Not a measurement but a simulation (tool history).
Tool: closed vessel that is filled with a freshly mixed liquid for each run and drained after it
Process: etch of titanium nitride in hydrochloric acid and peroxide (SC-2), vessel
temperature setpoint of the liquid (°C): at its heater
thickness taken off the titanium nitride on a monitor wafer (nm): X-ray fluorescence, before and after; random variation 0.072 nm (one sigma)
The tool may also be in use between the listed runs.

run,hour,temperature setpoint of the liquid (°C),parts of water to one part each of 37 % hydrochloric acid and 30 % peroxide (parts by volume),time in the liquid (s),thickness taken off the titanium nitride on a monitor wafer (nm)
1,0,52,11.5,705,9.6329
2,5.1,54,11.5,705,11.039
3,8.1,54,13,705,9.9084
4,10.5,54,10,705,12.36
5,17.6,54,6.5,705,17.581
6,19.2,54,6.5,525,13.083
7,21,54.5,6.5,525,13.519
8,26.6,55,6.5,525,13.995

The next listed run, before its measurement:
9,29.4,55,6.5,525,?

Run 9 gave thickness taken off the titanium nitride on a monitor wafer (nm) 13.896.
